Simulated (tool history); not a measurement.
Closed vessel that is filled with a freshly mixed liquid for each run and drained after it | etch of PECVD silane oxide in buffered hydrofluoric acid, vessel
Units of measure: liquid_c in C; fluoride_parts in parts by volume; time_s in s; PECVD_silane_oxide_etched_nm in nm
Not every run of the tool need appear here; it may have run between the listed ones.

run	day	liquid_c	fluoride_parts	time_s	PECVD_silane_oxide_etched_nm
1	0	23	23	95	93.558
2	0.204	21	23	95	82.66
3	0.454	23.5	23	95	96.353
4	0.583	23.5	23	100	100.54
5	0.638	23.5	23	100	100.46
6	0.925	24.5	21	100	114.39

Estimate the outcome of run 7 from the log above:
7	1.15	25.5	19.5	100	?

Run 7 measured PECVD_silane_oxide_etched_nm 128.03 nm.

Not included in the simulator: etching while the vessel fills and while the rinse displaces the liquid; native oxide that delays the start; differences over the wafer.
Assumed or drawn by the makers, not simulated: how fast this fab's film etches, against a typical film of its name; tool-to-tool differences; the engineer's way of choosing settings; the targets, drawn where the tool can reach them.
